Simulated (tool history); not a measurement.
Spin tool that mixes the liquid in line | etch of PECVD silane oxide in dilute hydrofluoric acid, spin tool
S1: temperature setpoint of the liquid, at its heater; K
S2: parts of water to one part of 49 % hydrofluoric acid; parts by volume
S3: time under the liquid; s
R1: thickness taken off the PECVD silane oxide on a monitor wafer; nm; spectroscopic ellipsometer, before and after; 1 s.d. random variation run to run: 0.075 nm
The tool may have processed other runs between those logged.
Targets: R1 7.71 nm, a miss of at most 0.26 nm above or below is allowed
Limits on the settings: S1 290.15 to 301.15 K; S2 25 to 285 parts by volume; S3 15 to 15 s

run	hour	S1	S2	S3	R1
1	0	293.15	155	15	1.9932
2	0.8	293.15	130	15	2.4758
3	3	293.15	130	15	2.432
4	8.2	293.15	130	15	2.4392
5	12.9	291.65	130	15	2.2765
6	19.5	295.15	130	15	2.6596
7	20.4	295.65	115	15	3.0571
8	28.4	299.65	50	15	9.0353
9	34.9	299.15	50	15	8.9342
10	43	298.65	50	15	8.5107
11	47.5	298.65	50	15	8.5984
12	54.8	297.65	50	15	8.2444

Which single option among these 4 for the next run brings every result within its allowed miss of target? Just one does.
A	62.1	300.65	55	15	?
B	62.1	300.65	60	15	?
C	62.1	297.15	50	15	?
D	62.1	298.15	50	15	?

move	R1
A	8.5771
B	7.808
C	8.231
D	8.5789
A: the biggest miss grows against the last run
B: hits every target within its allowed miss
C: roughly where the last run was
D: the biggest miss grows against the last run
B is the move that brings every result within its allowed miss.
